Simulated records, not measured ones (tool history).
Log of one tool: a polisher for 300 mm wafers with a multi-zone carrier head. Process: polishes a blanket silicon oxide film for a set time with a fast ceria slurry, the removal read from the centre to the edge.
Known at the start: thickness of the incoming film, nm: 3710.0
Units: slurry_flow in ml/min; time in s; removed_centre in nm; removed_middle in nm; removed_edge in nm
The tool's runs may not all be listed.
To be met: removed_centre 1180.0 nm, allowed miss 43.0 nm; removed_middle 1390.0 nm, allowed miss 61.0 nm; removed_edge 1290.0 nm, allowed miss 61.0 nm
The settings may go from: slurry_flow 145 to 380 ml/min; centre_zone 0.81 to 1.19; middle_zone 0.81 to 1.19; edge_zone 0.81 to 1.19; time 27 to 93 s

run,day,slurry_flow,centre_zone,middle_zone,edge_zone,time,removed_centre,removed_middle,removed_edge
1,0.000,245,1.00,1.00,1.00,59,1392.1,1363.5,1376.6
2,0.117,240,0.98,1.01,0.99,59,1344.3,1352.2,1335.9
3,0.379,235,0.97,1.02,0.99,59,1328.3,1360.9,1335.7
4,0.442,235,0.97,1.02,0.99,51,1161.4,1183.8,1173.5
5,0.550,235,0.97,1.06,0.99,51,1168.0,1254.9,1198.7
6,0.617,240,0.97,1.07,1.00,51,1142.5,1247.4,1176.1
7,0.838,235,0.92,1.10,1.03,58,1243.5,1460.9,1395.4
8,0.946,235,0.92,1.10,1.02,58,1258.3,1483.0,1369.6
9,1.275,235,0.91,1.09,1.01,58,1236.9,1422.8,1349.6
10,1.542,235,0.90,1.09,1.00,58,1229.0,1443.5,1390.6

Which of these 5 next moves meets every target?
A,1.808,240,0.89,1.07,0.97,56,?,?,?
B,1.808,205,1.04,1.19,0.99,55,?,?,?
C,1.808,250,0.86,1.04,0.98,61,?,?,?
D,1.808,225,0.92,1.04,0.98,61,?,?,?
E,1.808,215,1.01,1.13,0.89,53,?,?,?

move,removed_centre,removed_middle,removed_edge
A,1157.2,1377.2,1284.4
B,1282.3,1447.1,1248.8
C,1228.0,1472.2,1411.4
D,1286.9,1451.0,1396.4
E,1211.7,1343.9,1158.9
A: meets every target
B: brings the result that was furthest off to its target, and leaves another outside
C: further off than the last run
D: further off than the last run
E: takes the result that was furthest off past its target
The right move is A.
